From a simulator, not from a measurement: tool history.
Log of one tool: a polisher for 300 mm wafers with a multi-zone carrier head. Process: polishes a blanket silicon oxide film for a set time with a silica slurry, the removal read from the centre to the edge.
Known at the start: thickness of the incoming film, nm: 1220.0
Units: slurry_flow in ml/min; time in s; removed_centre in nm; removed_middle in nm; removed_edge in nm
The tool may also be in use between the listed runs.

run  hour  slurry_flow  centre_zone  middle_zone  edge_zone  slurry_solids  time  removed_centre  removed_middle  removed_edge
  1     0          235            1            1          1              1    74          330.87          332.49        328.14
  2   7.2          285            1            1          1              1    74          343.44          338.53        334.58
  3   8.7          285            1            1          1            1.1    74          351.71          359.94        346.92
  4  12.2          275         0.95         1.02       0.97           0.95    68          296.06          304.71        295.97
  5  14.8          260         0.91         1.05       0.97           0.85    64          255.55          280.03        264.45
  6  16.6          260         0.91         1.05       0.97           0.85    54          210.15          235.61        219.73
  7  19.3          250         0.89         1.05       0.96            0.8    54          204.17          227.93        213.64
  8  23.3          235         0.87         1.05       0.96           0.75    54          189.08          219.94        208.74
  9    29          220         0.87         1.04       0.94           0.75    54          187.97          219.04        203.11
 10  35.9          210         0.86         1.02       0.93           0.75    54          185.83           210.8        196.91

Forecast run 11:
 11  37.9          175         0.81            1       0.95           0.75    54               ?               ?             ?

{"run 11": {"removed_centre": 175.69, "removed_middle": 207.01, "removed_edge": 200.93}}
